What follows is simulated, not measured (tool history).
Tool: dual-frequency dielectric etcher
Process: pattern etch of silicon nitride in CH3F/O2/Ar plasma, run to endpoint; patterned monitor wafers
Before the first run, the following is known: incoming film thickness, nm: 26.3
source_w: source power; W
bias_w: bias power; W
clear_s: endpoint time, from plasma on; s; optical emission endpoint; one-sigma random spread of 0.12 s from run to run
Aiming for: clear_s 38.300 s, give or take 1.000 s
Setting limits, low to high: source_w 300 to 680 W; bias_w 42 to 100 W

run	hour	source_w	bias_w	clear_s
1	0.0	490	71	33.715
2	3.3	490	79	32.091
3	4.7	440	79	33.097
4	6.9	420	76	33.922
5	8.1	420	82	32.843
6	13.1	400	78	34.141
7	17.8	380	75	35.073
8	21.4	370	73	35.775
9	25.9	360	72	36.250
10	28.0	350	71	36.841

Next run, 4 choices. One meets every target within its allowed miss, the rest don't. Which?
A	30.1	310	69	?
B	30.1	360	75	?
C	30.1	430	68	?
D	30.1	310	80	?

move	clear_s
A	38.307
B	35.475
C	35.309
D	35.813
A: in spec on every target
B: further off than the last run
C: further off than the last run
D: further off than the last run
Go with A: it meets all targets.

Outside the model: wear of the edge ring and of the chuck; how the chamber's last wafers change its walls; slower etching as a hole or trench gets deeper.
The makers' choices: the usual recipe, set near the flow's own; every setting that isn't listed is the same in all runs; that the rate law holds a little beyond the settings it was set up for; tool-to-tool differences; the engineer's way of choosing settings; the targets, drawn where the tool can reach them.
